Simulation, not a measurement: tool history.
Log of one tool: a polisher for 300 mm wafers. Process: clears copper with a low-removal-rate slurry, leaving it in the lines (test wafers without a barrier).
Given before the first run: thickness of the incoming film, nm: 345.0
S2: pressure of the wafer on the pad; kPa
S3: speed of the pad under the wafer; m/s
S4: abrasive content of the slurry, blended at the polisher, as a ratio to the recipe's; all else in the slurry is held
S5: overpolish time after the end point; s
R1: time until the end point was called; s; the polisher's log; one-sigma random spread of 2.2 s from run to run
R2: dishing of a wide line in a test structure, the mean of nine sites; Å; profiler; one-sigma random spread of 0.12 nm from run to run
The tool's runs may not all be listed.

{"run": 1, "hour": 0.0, "flow of slurry (ml/min)": 295, "S2": 14.5, "S3": 1.24, "S4": 1, "S5": 23, "R1": 143.64, "R2": 364.47}
{"run": 2, "hour": 4.4, "flow of slurry (ml/min)": 295, "S2": 14.5, "S3": 1.24, "S4": 1, "S5": 16, "R1": 144.07, "R2": 267.37}
{"run": 3, "hour": 8.8, "flow of slurry (ml/min)": 295, "S2": 14.5, "S3": 1.24, "S4": 1, "S5": 24, "R1": 142.93, "R2": 376.61}
{"run": 4, "hour": 14.6, "flow of slurry (ml/min)": 295, "S2": 14.5, "S3": 0.96, "S4": 1, "S5": 24, "R1": 184.16, "R2": 313.89}
{"run": 5, "hour": 21.6, "flow of slurry (ml/min)": 295, "S2": 14.5, "S3": 1.14, "S4": 1, "S5": 24, "R1": 158.2, "R2": 349.38}
{"run": 6, "hour": 26.4, "flow of slurry (ml/min)": 295, "S2": 14.5, "S3": 1.14, "S4": 1, "S5": 15, "R1": 153.06, "R2": 235.85}

Estimate the outcome of run 7 from the log above:
{"run": 7, "hour": 27.5, "flow of slurry (ml/min)": 295, "S2": 12.4, "S3": 1.2, "S4": 1, "S5": 13, "R1": "?", "R2": "?"}

Run 7 measured R1 171.9 s, R2 186.35 Å.
